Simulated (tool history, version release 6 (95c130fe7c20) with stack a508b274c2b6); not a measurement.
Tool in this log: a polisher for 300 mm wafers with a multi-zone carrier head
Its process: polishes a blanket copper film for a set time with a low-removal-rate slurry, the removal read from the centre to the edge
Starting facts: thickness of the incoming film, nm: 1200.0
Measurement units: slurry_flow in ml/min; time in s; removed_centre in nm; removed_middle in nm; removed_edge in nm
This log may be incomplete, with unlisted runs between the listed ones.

run    day  slurry_flow  centre_zone  middle_zone  edge_zone  slurry_solids  time  removed_centre  removed_middle  removed_edge
  1  0.000          270         1.00         1.00       1.00           1.00    81          159.31          158.87        161.97
  2  0.329          335         1.00         1.00       1.00           1.00    81          164.66          161.39        165.13
  3  0.588          340         1.02         0.99       1.04           1.10    85          175.58          174.44        179.91
  4  0.792          340         1.02         0.99       1.04           1.25    85          181.42          176.13        182.35
  5  0.838          340         1.11         0.99       1.04           1.25    85          198.98          177.39        184.03
  6  1.088          340         1.11         0.99       1.04           1.25    74          172.04          154.06        159.15
  7  1.246          340         1.11         0.97       1.07           1.30    81          190.21          165.42        178.63
  8  1.438          335         1.11         0.97       1.09           1.35    86          205.04          179.75        191.93
  9  1.646          345         1.11         0.96       1.11           1.40    90          216.19          187.44        203.71
 10  2.021          345         1.10         0.95       1.13           1.40    93          221.66          189.67        211.99
 11  2.354          345         1.10         0.95       1.14           1.40    96          226.66          200.82        221.87

Run 12 comes next. What will it give?
 12  2.608          345         1.10         0.94       1.15           1.40    98               ?               ?             ?

{"run 12": {"removed_centre": 229.57, "removed_middle": 201.8, "removed_edge": 228.16}}

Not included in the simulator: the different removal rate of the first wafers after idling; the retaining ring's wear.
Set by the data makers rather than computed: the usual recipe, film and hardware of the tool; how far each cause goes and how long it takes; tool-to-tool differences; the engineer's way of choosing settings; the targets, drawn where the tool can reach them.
